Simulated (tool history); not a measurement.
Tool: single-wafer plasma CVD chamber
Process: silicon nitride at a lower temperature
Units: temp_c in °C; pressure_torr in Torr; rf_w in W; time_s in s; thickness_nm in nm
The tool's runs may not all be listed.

{"run": 1, "hour": 0.0, "temp_c": 365, "pressure_torr": 1.11, "rf_w": 395, "time_s": 13.5, "thickness_nm": 16.865}
{"run": 2, "hour": 4.2, "temp_c": 365, "pressure_torr": 1.11, "rf_w": 445, "time_s": 13.5, "thickness_nm": 18.428}
{"run": 3, "hour": 10.1, "temp_c": 365, "pressure_torr": 1.11, "rf_w": 445, "time_s": 13.9, "thickness_nm": 18.993}
{"run": 4, "hour": 14.7, "temp_c": 365, "pressure_torr": 1.06, "rf_w": 430, "time_s": 13.9, "thickness_nm": 18.136}
{"run": 5, "hour": 16.1, "temp_c": 365, "pressure_torr": 0.92, "rf_w": 430, "time_s": 13.9, "thickness_nm": 16.85}
{"run": 6, "hour": 22.5, "temp_c": 365, "pressure_torr": 0.89, "rf_w": 430, "time_s": 13.9, "thickness_nm": 16.549}
{"run": 7, "hour": 23.6, "temp_c": 365, "pressure_torr": 0.86, "rf_w": 430, "time_s": 13.9, "thickness_nm": 16.239}
{"run": 8, "hour": 25.3, "temp_c": 365, "pressure_torr": 0.84, "rf_w": 430, "time_s": 13.9, "thickness_nm": 15.976}
{"run": 9, "hour": 26.2, "temp_c": 365, "pressure_torr": 0.82, "rf_w": 430, "time_s": 13.9, "thickness_nm": 15.766}
{"run": 10, "hour": 31.1, "temp_c": 365, "pressure_torr": 0.8, "rf_w": 430, "time_s": 13.9, "thickness_nm": 15.416}
{"run": 11, "hour": 38.8, "temp_c": 365, "pressure_torr": 0.79, "rf_w": 430, "time_s": 13.9, "thickness_nm": 15.301}
{"run": 12, "hour": 46.3, "temp_c": 365, "pressure_torr": 0.78, "rf_w": 430, "time_s": 13.9, "thickness_nm": 15.111}
{"run": 13, "hour": 51.5, "temp_c": 365, "pressure_torr": 0.71, "rf_w": 425, "time_s": 13.9, "thickness_nm": 13.862}
{"run": 14, "hour": 53.8, "temp_c": 365, "pressure_torr": 0.72, "rf_w": 425, "time_s": 13.9, "thickness_nm": 14.052}
{"run": 15, "hour": 57.1, "temp_c": 365, "pressure_torr": 0.73, "rf_w": 425, "time_s": 13.9, "thickness_nm": 14.258}
{"run": 16, "hour": 59.1, "temp_c": 365, "pressure_torr": 0.85, "rf_w": 430, "time_s": 13.9, "thickness_nm": 16.024}
{"run": 17, "hour": 66.7, "temp_c": 365, "pressure_torr": 0.83, "rf_w": 430, "time_s": 13.9, "thickness_nm": 15.883}
{"run": 18, "hour": 71.9, "temp_c": 365, "pressure_torr": 0.81, "rf_w": 430, "time_s": 13.9, "thickness_nm": 15.672}

Forecast run 19:
{"run": 19, "hour": 73.4, "temp_c": 365, "pressure_torr": 0.8, "rf_w": 430, "time_s": 13.9, "thickness_nm": "?"}

thickness_nm: 15.465 nm
